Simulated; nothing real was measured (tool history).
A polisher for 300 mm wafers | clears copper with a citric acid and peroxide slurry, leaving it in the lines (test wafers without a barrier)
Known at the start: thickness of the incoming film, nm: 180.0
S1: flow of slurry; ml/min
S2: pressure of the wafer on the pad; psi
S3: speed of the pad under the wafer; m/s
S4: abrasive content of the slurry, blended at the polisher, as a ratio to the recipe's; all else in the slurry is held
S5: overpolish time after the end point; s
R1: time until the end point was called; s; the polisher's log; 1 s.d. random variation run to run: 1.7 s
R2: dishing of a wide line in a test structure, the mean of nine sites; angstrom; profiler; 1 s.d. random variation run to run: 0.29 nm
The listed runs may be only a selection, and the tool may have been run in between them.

| run | hour | S1 | S2 | S3 | S4 | S5 | R1 | R2 |
|---|---|---|---|---|---|---|---|---|
| 1 | 0 | 220 | 2.6 | 1.02 | 1 | 24 | 98.776 | 259.9 |
| 2 | 3.4 | 180 | 2.6 | 1.02 | 1 | 24 | 103.49 | 257.35 |
| 3 | 9.6 | 180 | 2.4 | 1.02 | 1 | 23 | 109.99 | 224.98 |
| 4 | 11.9 | 150 | 2.4 | 1.02 | 1 | 23 | 115.44 | 225.83 |
| 5 | 20 | 150 | 2.3 | 1.02 | 1 | 23 | 119.94 | 217.09 |
| 6 | 23.6 | 150 | 2.2 | 1.02 | 1 | 22 | 126.59 | 208.59 |
| 7 | 27.8 | 150 | 2.1 | 1.02 | 1 | 21 | 130.31 | 180.43 |
| 8 | 36.7 | 150 | 2 | 1.02 | 1 | 21 | 136.01 | 182.04 |
| 9 | 38.8 | 150 | 1.9 | 1.02 | 1 | 21 | 146.79 | 165.27 |
| 10 | 42 | 150 | 1.7 | 1.02 | 1 | 20 | 161.82 | 143.81 |

What does the tool deliver on the next run?
| 11 | 48.6 | 150 | 1.7 | 1.02 | 1 | 20 | ? | ? |

R1: 162.1 s
R2: 145.73 angstrom
